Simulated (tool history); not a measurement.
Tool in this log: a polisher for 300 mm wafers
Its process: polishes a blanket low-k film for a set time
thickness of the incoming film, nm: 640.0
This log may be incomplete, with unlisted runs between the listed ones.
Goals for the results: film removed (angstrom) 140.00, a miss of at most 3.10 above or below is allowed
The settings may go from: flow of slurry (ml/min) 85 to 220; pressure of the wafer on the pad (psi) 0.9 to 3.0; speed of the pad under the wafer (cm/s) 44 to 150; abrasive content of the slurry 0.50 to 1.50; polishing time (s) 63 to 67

run  hour  flow of slurry (ml/min)  pressure of the wafer on the pad (psi)  speed of the pad under the wafer (cm/s)  abrasive content of the slurry  polishing time (s)  film removed (angstrom)
  1   0.0                      140                                     1.9                                       96                            1.00                  63                   271.23
  2   7.1                      140                                     1.9                                       96                            0.85                  63                   254.00
  3  15.2                      135                                     1.8                                       96                            0.85                  63                   239.25
  4  24.2                      130                                     1.7                                       96                            0.85                  63                   225.60
  5  29.1                      130                                     1.7                                       82                            0.85                  63                   197.97
  6  32.9                      130                                     1.7                                       82                            0.85                  67                   211.46
  7  37.6                      125                                     1.6                                       82                            0.85                  67                   196.90
  8  41.1                      120                                     1.5                                       82                            0.85                  67                   181.57
  9  42.9                      115                                     1.5                                       82                            0.85                  67                   184.09
 10  46.4                      115                                     1.5                                       82                            0.85                  67                   182.53
 11  51.6                      100                                     1.3                                       82                            0.85                  67                   155.38

Which single option among these 4 for the next run brings every result within its allowed miss of target? Just one does.
  A  56.8                      100                                     1.3                                       76                            0.95                  65                        ?
  B  56.8                       85                                     1.3                                       78                            1.35                  67                        ?
  C  56.8                      120                                     1.2                                       76                            0.90                  66                        ?
  D  56.8                       95                                     1.9                                       58                            0.90                  67                        ?

move  film removed (angstrom)
   A                   146.50
   B                   169.06
   C                   140.01
   D                   169.75
A: gains on the last run, yet a result remains outside its allowed miss
B: lands further from the targets than the last run did
C: hits every target within its allowed miss
D: lands further from the targets than the last run did
C meets every target.
